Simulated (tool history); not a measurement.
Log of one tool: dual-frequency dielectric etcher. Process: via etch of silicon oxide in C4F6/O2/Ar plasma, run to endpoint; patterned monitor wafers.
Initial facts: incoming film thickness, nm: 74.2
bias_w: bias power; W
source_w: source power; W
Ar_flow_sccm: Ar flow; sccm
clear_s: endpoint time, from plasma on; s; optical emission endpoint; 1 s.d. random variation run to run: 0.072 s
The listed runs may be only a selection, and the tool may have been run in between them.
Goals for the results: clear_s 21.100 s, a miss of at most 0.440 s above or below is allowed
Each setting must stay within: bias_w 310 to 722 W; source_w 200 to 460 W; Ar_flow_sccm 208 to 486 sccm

run 1 hour=0.0 | bias_w=516 source_w=330 Ar_flow_sccm=347 | clear_s=17.349
run 2 hour=8.8 | bias_w=516 source_w=300 Ar_flow_sccm=347 | clear_s=18.544
run 3 hour=11.2 | bias_w=468 source_w=300 Ar_flow_sccm=348 | clear_s=19.646
run 4 hour=14.4 | bias_w=468 source_w=360 Ar_flow_sccm=348 | clear_s=17.543
run 5 hour=16.5 | bias_w=468 source_w=360 Ar_flow_sccm=399 | clear_s=17.818
run 6 hour=18.3 | bias_w=468 source_w=310 Ar_flow_sccm=399 | clear_s=19.493
run 7 hour=22.3 | bias_w=468 source_w=310 Ar_flow_sccm=399 | clear_s=19.558
run 8 hour=30.4 | bias_w=368 source_w=300 Ar_flow_sccm=402 | clear_s=23.229
run 9 hour=35.1 | bias_w=389 source_w=300 Ar_flow_sccm=402 | clear_s=22.375
run 10 hour=43.1 | bias_w=402 source_w=300 Ar_flow_sccm=402 | clear_s=21.902
run 11 hour=45.8 | bias_w=410 source_w=300 Ar_flow_sccm=402 | clear_s=21.650
run 12 hour=54.7 | bias_w=443 source_w=300 Ar_flow_sccm=401 | clear_s=20.665

Which of these 5 next moves meets every target?
run A hour=63.6 | bias_w=476 source_w=280 Ar_flow_sccm=362 | clear_s=?
run B hour=63.6 | bias_w=436 source_w=320 Ar_flow_sccm=405 | clear_s=?
run C hour=63.6 | bias_w=557 source_w=260 Ar_flow_sccm=442 | clear_s=?
run D hour=63.6 | bias_w=421 source_w=290 Ar_flow_sccm=338 | clear_s=?
run E hour=63.6 | bias_w=402 source_w=370 Ar_flow_sccm=436 | clear_s=?

move=A clear_s=20.232
move=B clear_s=19.945
move=C clear_s=19.942
move=D clear_s=21.122
move=E clear_s=19.484
A: further off than the last run
B: further off than the last run
C: further off than the last run
D: in spec on every target
E: further off than the last run
Correct choice: D, which meets every target
